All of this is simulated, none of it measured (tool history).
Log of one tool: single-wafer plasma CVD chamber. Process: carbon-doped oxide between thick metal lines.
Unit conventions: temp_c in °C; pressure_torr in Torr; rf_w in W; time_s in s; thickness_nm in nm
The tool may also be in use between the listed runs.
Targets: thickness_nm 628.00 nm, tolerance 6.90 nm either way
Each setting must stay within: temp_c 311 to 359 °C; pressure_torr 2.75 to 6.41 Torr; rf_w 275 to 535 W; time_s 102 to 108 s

{"run": 1, "day": 0.0, "temp_c": 335, "pressure_torr": 4.58, "rf_w": 405, "time_s": 108, "thickness_nm": 511.89}
{"run": 2, "day": 0.279, "temp_c": 333, "pressure_torr": 4.78, "rf_w": 410, "time_s": 108, "thickness_nm": 523.39}
{"run": 3, "day": 0.575, "temp_c": 333, "pressure_torr": 4.78, "rf_w": 410, "time_s": 102, "thickness_nm": 493.54}
{"run": 4, "day": 0.8, "temp_c": 333, "pressure_torr": 4.78, "rf_w": 385, "time_s": 102, "thickness_nm": 470.7}
{"run": 5, "day": 0.983, "temp_c": 333, "pressure_torr": 5.12, "rf_w": 385, "time_s": 102, "thickness_nm": 478.68}
{"run": 6, "day": 1.133, "temp_c": 325, "pressure_torr": 5.12, "rf_w": 385, "time_s": 102, "thickness_nm": 492.03}
{"run": 7, "day": 1.479, "temp_c": 324, "pressure_torr": 5.26, "rf_w": 395, "time_s": 102, "thickness_nm": 505.43}
{"run": 8, "day": 1.596, "temp_c": 323, "pressure_torr": 5.38, "rf_w": 405, "time_s": 102, "thickness_nm": 516.74}
{"run": 9, "day": 1.808, "temp_c": 322, "pressure_torr": 5.48, "rf_w": 415, "time_s": 102, "thickness_nm": 535.0}
{"run": 10, "day": 2.079, "temp_c": 321, "pressure_torr": 5.58, "rf_w": 420, "time_s": 102, "thickness_nm": 540.98}
{"run": 11, "day": 2.225, "temp_c": 321, "pressure_torr": 5.58, "rf_w": 420, "time_s": 102, "thickness_nm": 542.96}
{"run": 12, "day": 2.542, "temp_c": 320, "pressure_torr": 5.67, "rf_w": 425, "time_s": 102, "thickness_nm": 549.97}
{"run": 13, "day": 2.829, "temp_c": 319, "pressure_torr": 5.75, "rf_w": 430, "time_s": 102, "thickness_nm": 556.98}
{"run": 14, "day": 3.05, "temp_c": 319, "pressure_torr": 5.75, "rf_w": 430, "time_s": 102, "thickness_nm": 557.95}
{"run": 15, "day": 3.192, "temp_c": 318, "pressure_torr": 5.82, "rf_w": 435, "time_s": 102, "thickness_nm": 568.06}

Exactly one of the 4 candidate moves below puts every result within its allowed miss. Which one?
{"run": "A", "day": 3.333, "temp_c": 312, "pressure_torr": 5.99, "rf_w": 425, "time_s": 105, "thickness_nm": "?"}
{"run": "B", "day": 3.333, "temp_c": 315, "pressure_torr": 5.6, "rf_w": 455, "time_s": 108, "thickness_nm": "?"}
{"run": "C", "day": 3.333, "temp_c": 316, "pressure_torr": 5.56, "rf_w": 375, "time_s": 102, "thickness_nm": "?"}
{"run": "D", "day": 3.333, "temp_c": 320, "pressure_torr": 5.82, "rf_w": 380, "time_s": 105, "thickness_nm": "?"}

move=A thickness_nm=588.68
move=B thickness_nm=623.51
move=C thickness_nm=505.31
move=D thickness_nm=519.79
A: gains on the last run, yet a result remains outside its allowed miss
B: meets every target
C: lands further from the targets than the last run did
D: lands further from the targets than the last run did
B meets every target.

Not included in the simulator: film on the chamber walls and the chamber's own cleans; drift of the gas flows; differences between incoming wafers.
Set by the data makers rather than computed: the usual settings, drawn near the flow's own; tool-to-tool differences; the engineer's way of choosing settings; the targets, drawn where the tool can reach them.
